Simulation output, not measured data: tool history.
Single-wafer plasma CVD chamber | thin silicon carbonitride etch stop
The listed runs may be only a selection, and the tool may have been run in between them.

run,hour,RF power (W),deposition time (s),mean film thickness on the monitor wafer (nm)
1,0,180,17.7,9.419
2,6.9,180,16.3,8.7667
3,15.6,180,17.9,9.6214
4,22.6,185,18,9.7524
5,29.3,190,18.1,9.8887
6,37.4,190,16.4,8.999
7,41.6,195,16.7,9.2902

Forecast run 8:
8,43.1,200,16.9,?

Run 8 gave mean film thickness on the monitor wafer (nm) 9.5595.

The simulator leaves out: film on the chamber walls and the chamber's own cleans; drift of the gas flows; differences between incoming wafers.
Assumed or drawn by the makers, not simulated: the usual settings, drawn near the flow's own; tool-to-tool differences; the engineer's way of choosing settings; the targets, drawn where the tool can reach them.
